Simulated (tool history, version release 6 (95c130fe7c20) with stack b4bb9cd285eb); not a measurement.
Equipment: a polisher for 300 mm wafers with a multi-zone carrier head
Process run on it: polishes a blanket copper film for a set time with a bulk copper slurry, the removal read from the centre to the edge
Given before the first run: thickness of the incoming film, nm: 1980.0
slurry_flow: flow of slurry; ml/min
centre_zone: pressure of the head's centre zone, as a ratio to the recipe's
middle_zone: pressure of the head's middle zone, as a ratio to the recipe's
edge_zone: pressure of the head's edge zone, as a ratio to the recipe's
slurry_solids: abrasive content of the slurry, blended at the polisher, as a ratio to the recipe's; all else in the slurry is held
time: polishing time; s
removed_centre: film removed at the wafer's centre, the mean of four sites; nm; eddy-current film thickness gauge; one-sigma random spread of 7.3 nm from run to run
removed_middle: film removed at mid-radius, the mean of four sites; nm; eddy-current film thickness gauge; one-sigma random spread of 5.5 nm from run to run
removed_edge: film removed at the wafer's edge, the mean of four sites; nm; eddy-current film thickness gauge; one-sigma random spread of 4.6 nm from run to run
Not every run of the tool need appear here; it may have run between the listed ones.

{"run": 1, "day": 0.0, "slurry_flow": 315, "centre_zone": 1.0, "middle_zone": 1.0, "edge_zone": 1.0, "slurry_solids": 1.0, "time": 53, "removed_centre": 791.17, "removed_middle": 787.45, "removed_edge": 800.34}
{"run": 2, "day": 0.042, "slurry_flow": 315, "centre_zone": 0.97, "middle_zone": 1.0, "edge_zone": 1.0, "slurry_solids": 1.0, "time": 53, "removed_centre": 754.66, "removed_middle": 774.48, "removed_edge": 800.83}
{"run": 3, "day": 0.4, "slurry_flow": 315, "centre_zone": 1.02, "middle_zone": 1.0, "edge_zone": 1.0, "slurry_solids": 1.0, "time": 53, "removed_centre": 808.91, "removed_middle": 777.01, "removed_edge": 788.17}
{"run": 4, "day": 0.692, "slurry_flow": 315, "centre_zone": 1.02, "middle_zone": 1.0, "edge_zone": 0.98, "slurry_solids": 0.95, "time": 51, "removed_centre": 781.63, "removed_middle": 735.2, "removed_edge": 751.97}
{"run": 5, "day": 1.025, "slurry_flow": 315, "centre_zone": 1.02, "middle_zone": 1.06, "edge_zone": 0.98, "slurry_solids": 0.95, "time": 51, "removed_centre": 788.75, "removed_middle": 764.1, "removed_edge": 763.52}
{"run": 6, "day": 1.142, "slurry_flow": 315, "centre_zone": 1.02, "middle_zone": 1.06, "edge_zone": 1.04, "slurry_solids": 0.95, "time": 51, "removed_centre": 779.49, "removed_middle": 768.12, "removed_edge": 784.43}

Run 7, settings as shown, results not yet in. Your forecast:
{"run": 7, "day": 1.471, "slurry_flow": 315, "centre_zone": 1.02, "middle_zone": 1.06, "edge_zone": 1.01, "slurry_solids": 0.9, "time": 49, "removed_centre": "?", "removed_middle": "?", "removed_edge": "?"}

{"run 7": {"removed_centre": 743.92, "removed_middle": 740.86, "removed_edge": 721.91}}
